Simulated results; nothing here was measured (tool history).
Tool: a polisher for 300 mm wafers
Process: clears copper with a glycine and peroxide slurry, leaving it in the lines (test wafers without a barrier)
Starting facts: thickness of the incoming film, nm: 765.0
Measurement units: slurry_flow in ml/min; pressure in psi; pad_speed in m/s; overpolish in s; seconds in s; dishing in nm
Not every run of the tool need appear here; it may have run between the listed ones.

run,hour,slurry_flow,pressure,pad_speed,overpolish,seconds,dishing
1,0,250,3.1,0.9,22,113.8,85.329
2,6.2,250,3.1,0.74,22,129.33,75.028
3,8.4,250,3.1,0.74,15,133.14,54.179
4,14.6,250,2.7,0.74,15,146.58,49.984
5,22.5,250,2.7,0.74,7,148.72,25.268
6,24.1,250,2.8,0.7,9,145.95,31.948

Predict the results of run 7:
7,30.2,250,2.8,0.66,11,?,?

Run 7 came out at seconds 154.62 s, dishing 35.243 nm.
